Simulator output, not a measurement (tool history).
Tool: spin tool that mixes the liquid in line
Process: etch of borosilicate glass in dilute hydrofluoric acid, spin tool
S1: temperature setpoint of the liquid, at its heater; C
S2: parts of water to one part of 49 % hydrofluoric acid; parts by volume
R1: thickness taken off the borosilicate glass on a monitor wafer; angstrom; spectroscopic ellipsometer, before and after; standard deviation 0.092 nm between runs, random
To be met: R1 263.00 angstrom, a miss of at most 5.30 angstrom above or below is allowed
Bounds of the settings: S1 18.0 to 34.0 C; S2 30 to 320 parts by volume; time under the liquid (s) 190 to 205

Run 1, hour 0.0: S1 26.0 C, S2 175 parts by volume, time under the liquid (s) 190. Result: R1 306.00 angstrom.
Run 2, hour 5.8: S1 25.0 C, S2 175 parts by volume, time under the liquid (s) 190. Result: R1 295.43 angstrom.
Run 3, hour 9.0: S1 24.5 C, S2 175 parts by volume, time under the liquid (s) 190. Result: R1 290.04 angstrom.
Run 4, hour 11.9: S1 24.5 C, S2 140 parts by volume, time under the liquid (s) 190. Result: R1 377.06 angstrom.
Run 5, hour 16.8: S1 23.5 C, S2 145 parts by volume, time under the liquid (s) 190. Result: R1 349.36 angstrom.
Run 6, hour 21.3: S1 23.5 C, S2 145 parts by volume, time under the liquid (s) 205. Result: R1 377.62 angstrom.
Run 7, hour 26.9: S1 22.5 C, S2 150 parts by volume, time under the liquid (s) 205. Result: R1 350.14 angstrom.
Run 8, hour 34.5: S1 21.5 C, S2 150 parts by volume, time under the liquid (s) 205. Result: R1 333.87 angstrom.

Which one of the following 4 next-run settings gets every result inside its allowed miss? There is exactly one.
Run A, hour 42.1: S1 25.0 C, S2 145 parts by volume, time under the liquid (s) 205. Result: R1 ?.
Run B, hour 42.1: S1 18.0 C, S2 160 parts by volume, time under the liquid (s) 200. Result: R1 ?.
Run C, hour 42.1: S1 20.0 C, S2 170 parts by volume, time under the liquid (s) 190. Result: R1 ?.
Run D, hour 42.1: S1 20.5 C, S2 175 parts by volume, time under the liquid (s) 190. Result: R1 ?.

move      R1
   A  397.52
   B  262.93
   C  252.06
   D  248.43
A: lands further from the targets than the last run did
B: all results in spec
C: the result that was furthest off in the last run now lies on the other side of its target
D: the result that was furthest off in the last run now lies on the other side of its target
Correct choice: B, which meets every target
